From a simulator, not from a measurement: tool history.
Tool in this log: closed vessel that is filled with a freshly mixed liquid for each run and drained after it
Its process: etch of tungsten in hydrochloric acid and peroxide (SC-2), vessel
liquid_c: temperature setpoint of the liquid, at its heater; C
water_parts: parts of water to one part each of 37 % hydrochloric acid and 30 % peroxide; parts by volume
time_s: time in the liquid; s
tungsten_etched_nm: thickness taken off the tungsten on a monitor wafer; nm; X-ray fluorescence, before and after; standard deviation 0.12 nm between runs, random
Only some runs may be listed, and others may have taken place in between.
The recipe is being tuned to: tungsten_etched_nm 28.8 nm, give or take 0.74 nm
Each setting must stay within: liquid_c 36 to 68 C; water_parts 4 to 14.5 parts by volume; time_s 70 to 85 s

run,hour,liquid_c,water_parts,time_s,tungsten_etched_nm
1,0,52,8,85,18.783
2,5.6,54,8,85,21.653
3,8.9,55.5,8,85,23.64
4,17.8,51.5,8,85,18.408
5,24.6,51.5,8,70,15.083
6,28.6,54.5,8,70,18.412
7,34.2,57,8,70,21.474
8,39.2,59,8,70,24.332

Next run, 4 choices. One meets every target within its allowed miss, the rest don't. Which?
A,44.2,57.5,7,75,?
B,44.2,57.5,8.5,70,?
C,44.2,58,6.5,75,?
D,44.2,58,6,75,?

move,tungsten_etched_nm
A,26.413
B,21.13
C,28.87
D,30.674
A: gains on the last run, yet a result remains outside its allowed miss
B: its largest miss is bigger than the last run's
C: each result inside its tolerance
D: takes the biggest miss from the last run beyond its target
Go with C: it meets all targets.

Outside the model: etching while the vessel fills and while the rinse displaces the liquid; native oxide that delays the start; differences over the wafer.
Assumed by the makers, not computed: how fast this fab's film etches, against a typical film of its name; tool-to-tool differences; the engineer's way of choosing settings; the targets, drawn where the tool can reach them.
